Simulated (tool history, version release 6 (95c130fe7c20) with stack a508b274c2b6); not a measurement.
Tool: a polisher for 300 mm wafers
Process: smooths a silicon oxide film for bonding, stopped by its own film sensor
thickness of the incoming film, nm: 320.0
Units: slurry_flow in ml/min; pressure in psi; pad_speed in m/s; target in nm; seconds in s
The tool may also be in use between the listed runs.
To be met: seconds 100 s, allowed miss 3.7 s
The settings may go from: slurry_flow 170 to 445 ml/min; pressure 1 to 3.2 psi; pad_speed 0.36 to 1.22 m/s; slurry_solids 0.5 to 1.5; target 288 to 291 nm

run 1 hour=0 | slurry_flow=285 pressure=2.1 pad_speed=0.78 slurry_solids=1 target=288 | seconds=64.302
run 2 hour=5.1 | slurry_flow=285 pressure=1.9 pad_speed=0.78 slurry_solids=1 target=288 | seconds=69.087
run 3 hour=12.5 | slurry_flow=250 pressure=1.9 pad_speed=0.78 slurry_solids=1 target=288 | seconds=72.086
run 4 hour=20.9 | slurry_flow=220 pressure=1.9 pad_speed=0.78 slurry_solids=1 target=288 | seconds=72.137
run 5 hour=24.8 | slurry_flow=220 pressure=1.9 pad_speed=0.78 slurry_solids=1 target=288 | seconds=72.257
run 6 hour=29.8 | slurry_flow=195 pressure=1.9 pad_speed=0.78 slurry_solids=1 target=288 | seconds=71.821
run 7 hour=36.6 | slurry_flow=195 pressure=1.7 pad_speed=0.78 slurry_solids=1 target=288 | seconds=80.59
run 8 hour=44.6 | slurry_flow=195 pressure=1.6 pad_speed=0.78 slurry_solids=1 target=288 | seconds=85.619
run 9 hour=49.8 | slurry_flow=195 pressure=1.5 pad_speed=0.78 slurry_solids=1 target=288 | seconds=91.678

5 next moves are on the table. One of them brings every result within its allowed miss. Which?
run A hour=55 | slurry_flow=195 pressure=1.9 pad_speed=0.54 slurry_solids=0.9 target=288 | seconds=?
run B hour=55 | slurry_flow=170 pressure=1.7 pad_speed=0.68 slurry_solids=0.95 target=289 | seconds=?
run C hour=55 | slurry_flow=295 pressure=1.3 pad_speed=0.9 slurry_solids=1.2 target=291 | seconds=?
run D hour=55 | slurry_flow=185 pressure=1.8 pad_speed=0.74 slurry_solids=0.95 target=289 | seconds=?
run E hour=55 | slurry_flow=170 pressure=1.8 pad_speed=0.68 slurry_solids=1.05 target=288 | seconds=?

move=A seconds=99.123
move=B seconds=89.155
move=C seconds=76.959
move=D seconds=78.933
move=E seconds=83.416
A: meets every target
B: further off than the last run
C: further off than the last run
D: further off than the last run
E: further off than the last run
Answer: A

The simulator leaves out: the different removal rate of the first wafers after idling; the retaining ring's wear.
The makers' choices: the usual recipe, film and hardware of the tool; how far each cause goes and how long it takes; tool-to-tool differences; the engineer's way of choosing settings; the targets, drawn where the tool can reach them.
